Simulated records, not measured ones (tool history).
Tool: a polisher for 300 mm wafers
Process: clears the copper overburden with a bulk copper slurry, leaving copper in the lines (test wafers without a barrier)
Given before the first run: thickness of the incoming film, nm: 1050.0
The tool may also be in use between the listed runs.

| run | hour | flow of slurry (ml/min) | pressure of the wafer on the pad (psi) | speed of the pad under the wafer (cm/s) | abrasive content of the slurry | overpolish time after the end point (s) | time until the end point was called (s) | dishing of a wide line in a test structure (Å) |
|---|---|---|---|---|---|---|---|---|
| 1 | 0.0 | 305 | 3.2 | 114 | 1.00 | 28 | 95.995 | 1246.8 |
| 2 | 2.1 | 305 | 3.2 | 134 | 1.00 | 28 | 81.048 | 1348.8 |
| 3 | 2.6 | 345 | 3.2 | 134 | 1.00 | 28 | 79.492 | 1347.2 |
| 4 | 11.5 | 345 | 3.5 | 136 | 1.00 | 28 | 75.571 | 1446.9 |
| 5 | 17.2 | 345 | 3.5 | 136 | 0.85 | 28 | 74.565 | 1417.5 |
| 6 | 26.1 | 345 | 3.5 | 136 | 0.75 | 28 | 75.368 | 1394.5 |
| 7 | 30.0 | 345 | 3.8 | 138 | 0.75 | 27 | 71.560 | 1460.8 |

Estimate the outcome of run 8 from the log above:
| 8 | 34.9 | 345 | 4.1 | 142 | 0.75 | 26 | ? | ? |

For run 8 the tool returned time until the end point was called (s) 62.399, dishing of a wide line in a test structure (Å) 1530.1.
